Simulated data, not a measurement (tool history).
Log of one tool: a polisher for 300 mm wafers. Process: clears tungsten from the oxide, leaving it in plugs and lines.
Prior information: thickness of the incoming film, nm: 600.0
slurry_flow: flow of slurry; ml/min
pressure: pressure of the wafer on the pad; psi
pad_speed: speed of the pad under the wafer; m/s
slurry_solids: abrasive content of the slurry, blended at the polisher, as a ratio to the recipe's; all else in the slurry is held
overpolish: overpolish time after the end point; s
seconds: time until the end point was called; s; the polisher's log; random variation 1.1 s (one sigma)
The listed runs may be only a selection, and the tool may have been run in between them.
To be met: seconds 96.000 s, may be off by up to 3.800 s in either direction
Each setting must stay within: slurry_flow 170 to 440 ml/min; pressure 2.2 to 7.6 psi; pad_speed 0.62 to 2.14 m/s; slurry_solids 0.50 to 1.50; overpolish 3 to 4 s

{"run": 1, "hour": 0.0, "slurry_flow": 280, "pressure": 4.9, "pad_speed": 1.38, "slurry_solids": 1.0, "overpolish": 4, "seconds": 62.178}
{"run": 2, "hour": 8.2, "slurry_flow": 240, "pressure": 4.9, "pad_speed": 1.38, "slurry_solids": 1.0, "overpolish": 4, "seconds": 62.924}
{"run": 3, "hour": 12.5, "slurry_flow": 240, "pressure": 4.3, "pad_speed": 1.36, "slurry_solids": 1.0, "overpolish": 4, "seconds": 72.196}
{"run": 4, "hour": 16.8, "slurry_flow": 170, "pressure": 4.3, "pad_speed": 1.36, "slurry_solids": 1.0, "overpolish": 4, "seconds": 74.739}
{"run": 5, "hour": 21.0, "slurry_flow": 170, "pressure": 4.3, "pad_speed": 1.36, "slurry_solids": 1.15, "overpolish": 4, "seconds": 72.586}
{"run": 6, "hour": 28.2, "slurry_flow": 170, "pressure": 4.3, "pad_speed": 1.36, "slurry_solids": 1.35, "overpolish": 4, "seconds": 68.175}
{"run": 7, "hour": 30.5, "slurry_flow": 170, "pressure": 3.8, "pad_speed": 1.36, "slurry_solids": 1.35, "overpolish": 4, "seconds": 77.897}
{"run": 8, "hour": 38.2, "slurry_flow": 170, "pressure": 3.5, "pad_speed": 1.36, "slurry_solids": 1.35, "overpolish": 4, "seconds": 82.348}
{"run": 9, "hour": 41.6, "slurry_flow": 170, "pressure": 3.3, "pad_speed": 1.36, "slurry_solids": 1.35, "overpolish": 4, "seconds": 89.104}
{"run": 10, "hour": 43.6, "slurry_flow": 170, "pressure": 3.2, "pad_speed": 1.36, "slurry_solids": 1.35, "overpolish": 4, "seconds": 91.189}

Which of these 4 next moves meets every target?
{"run": "A", "hour": 45.6, "slurry_flow": 180, "pressure": 3.4, "pad_speed": 1.2, "slurry_solids": 1.4, "overpolish": 3, "seconds": "?"}
{"run": "B", "hour": 45.6, "slurry_flow": 255, "pressure": 3.6, "pad_speed": 1.2, "slurry_solids": 1.4, "overpolish": 3, "seconds": "?"}
{"run": "C", "hour": 45.6, "slurry_flow": 170, "pressure": 3.4, "pad_speed": 1.36, "slurry_solids": 1.3, "overpolish": 4, "seconds": "?"}
{"run": "D", "hour": 45.6, "slurry_flow": 170, "pressure": 3.5, "pad_speed": 1.46, "slurry_solids": 1.35, "overpolish": 4, "seconds": "?"}

move=A seconds=96.603
move=B seconds=87.951
move=C seconds=88.109
move=D seconds=79.117
A: each result inside its tolerance
B: misses by more than the last run did
C: misses by more than the last run did
D: misses by more than the last run did
The right move is A.
